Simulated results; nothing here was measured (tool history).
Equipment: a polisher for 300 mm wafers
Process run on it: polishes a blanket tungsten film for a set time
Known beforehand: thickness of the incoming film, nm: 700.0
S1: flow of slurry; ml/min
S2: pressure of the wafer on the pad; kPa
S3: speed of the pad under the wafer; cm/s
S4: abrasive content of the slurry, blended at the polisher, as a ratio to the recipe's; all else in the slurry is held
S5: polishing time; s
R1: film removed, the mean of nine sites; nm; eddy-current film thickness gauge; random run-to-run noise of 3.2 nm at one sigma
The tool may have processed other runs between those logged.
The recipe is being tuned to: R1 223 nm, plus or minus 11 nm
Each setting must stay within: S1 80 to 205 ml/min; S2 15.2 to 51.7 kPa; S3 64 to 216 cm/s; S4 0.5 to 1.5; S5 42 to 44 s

run 1 hour=0 | S1=135 S2=33.1 S3=140 S4=1 S5=42 | R1=404.5
run 2 hour=7.1 | S1=155 S2=33.1 S3=140 S4=1 S5=42 | R1=418.77
run 3 hour=11.3 | S1=155 S2=29.6 S3=138 S4=1 S5=42 | R1=380.52
run 4 hour=18.3 | S1=170 S2=29.6 S3=138 S4=1 S5=42 | R1=384.84
run 5 hour=22.1 | S1=170 S2=26.9 S3=134 S4=1 S5=42 | R1=328.65
run 6 hour=24.7 | S1=170 S2=26.9 S3=134 S4=1.2 S5=42 | R1=349.23
run 7 hour=29.6 | S1=170 S2=24.8 S3=132 S4=1.2 S5=42 | R1=323.4
run 8 hour=36.7 | S1=170 S2=22.8 S3=130 S4=1.2 S5=42 | R1=286.05
run 9 hour=43.1 | S1=165 S2=22.1 S3=130 S4=1.2 S5=42 | R1=281.18
run 10 hour=45.9 | S1=160 S2=20.7 S3=130 S4=1.2 S5=42 | R1=262.97

Next run, 4 choices. One meets every target within its allowed miss, the rest don't. Which?
run A hour=48.7 | S1=110 S2=15.2 S3=160 S4=0.95 S5=42 | R1=?
run B hour=48.7 | S1=180 S2=16.5 S3=118 S4=1.25 S5=43 | R1=?
run C hour=48.7 | S1=155 S2=20 S3=114 S4=1.2 S5=42 | R1=?
run D hour=48.7 | S1=105 S2=18.6 S3=130 S4=1 S5=42 | R1=?

move=A R1=205.7
move=B R1=200.83
move=C R1=219.24
move=D R1=203.94
A: carries the result that was furthest off beyond its target, to the other side
B: carries the result that was furthest off beyond its target, to the other side
C: each result inside its tolerance
D: carries the result that was furthest off beyond its target, to the other side
Answer: C

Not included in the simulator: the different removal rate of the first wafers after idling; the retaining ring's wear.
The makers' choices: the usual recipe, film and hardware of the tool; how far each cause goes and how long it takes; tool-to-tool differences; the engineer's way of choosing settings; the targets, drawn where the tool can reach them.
